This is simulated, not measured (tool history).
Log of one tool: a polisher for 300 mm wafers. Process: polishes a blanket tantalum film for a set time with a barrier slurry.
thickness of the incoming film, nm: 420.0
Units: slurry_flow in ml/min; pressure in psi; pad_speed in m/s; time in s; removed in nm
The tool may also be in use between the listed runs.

run	hour	slurry_flow	pressure	pad_speed	slurry_solids	time	removed
1	0	160	1.3	1.28	1	37	45.193
2	4.6	160	1.3	1.28	1.2	37	47.206
3	9.7	165	1.4	1.28	1.2	37	51.029
4	18.5	135	1.4	1.28	1.2	37	49.693
5	20.8	135	1.4	1.28	1.3	37	50.248
6	23.2	135	1.4	1.28	1.3	33	44.516
7	29.4	155	1.5	1.28	1.3	33	49.126

The next listed run, before its measurement:
8	30.8	160	1.7	1.28	1.3	33	?

removed: 56.736 nm

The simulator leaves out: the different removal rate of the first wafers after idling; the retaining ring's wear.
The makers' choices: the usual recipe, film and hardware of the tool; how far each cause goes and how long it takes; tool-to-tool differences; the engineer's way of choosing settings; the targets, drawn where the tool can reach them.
